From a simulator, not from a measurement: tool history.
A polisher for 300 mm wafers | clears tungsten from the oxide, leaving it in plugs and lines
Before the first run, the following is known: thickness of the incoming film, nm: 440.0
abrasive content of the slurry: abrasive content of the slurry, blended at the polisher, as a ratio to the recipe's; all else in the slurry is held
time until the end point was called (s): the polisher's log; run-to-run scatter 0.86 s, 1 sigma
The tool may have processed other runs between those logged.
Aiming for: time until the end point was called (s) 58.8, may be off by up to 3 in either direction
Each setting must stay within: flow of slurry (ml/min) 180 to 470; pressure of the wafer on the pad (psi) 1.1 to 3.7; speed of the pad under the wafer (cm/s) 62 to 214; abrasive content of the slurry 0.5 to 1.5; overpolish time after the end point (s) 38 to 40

run    day  flow of slurry (ml/min)  pressure of the wafer on the pad (psi)  speed of the pad under the wafer (cm/s)  abrasive content of the slurry  overpolish time after the end point (s)  time until the end point was called (s)
  1      0                      300                                     2.4                                      138                               1                                       38                                   112.88
  2  0.283                      300                                     2.8                                      144                               1                                       38                                   94.681
  3  0.333                      300                                     2.8                                      144                               1                                       38                                   92.326
  4  0.571                      300                                       3                                      144                               1                                       38                                   85.751
  5  0.808                      300                                     3.2                                      148                               1                                       38                                     80.9
  6  0.908                      300                                     3.6                                      148                               1                                       38                                   71.863
  7  1.071                      300                                     3.6                                      156                               1                                       38                                    67.18
  8  1.379                      300                                     3.6                                      160                               1                                       38                                   66.286
  9  1.442                      300                                     3.6                                      164                               1                                       38                                   65.071
 10  1.775                      300                                     3.6                                      168                               1                                       38                                   64.364

4 candidate next runs follow, results not yet known. Just one meets every target within its allowed miss. Identify it.
  A  2.108                      390                                     3.7                                      178                            0.95                                       38                                        ?
  B  2.108                      255                                     3.2                                      166                            1.25                                       40                                        ?
  C  2.108                      265                                     3.5                                      164                            1.05                                       40                                        ?
  D  2.108                      315                                     3.7                                      190                             1.1                                       39                                        ?

move  time until the end point was called (s)
   A                                   59.126
   B                                   69.785
   C                                   67.545
   D                                    54.48
A: in spec on every target
B: further off than the last run
C: further off than the last run
D: takes the biggest miss from the last run beyond its target
Move A is the one to make.
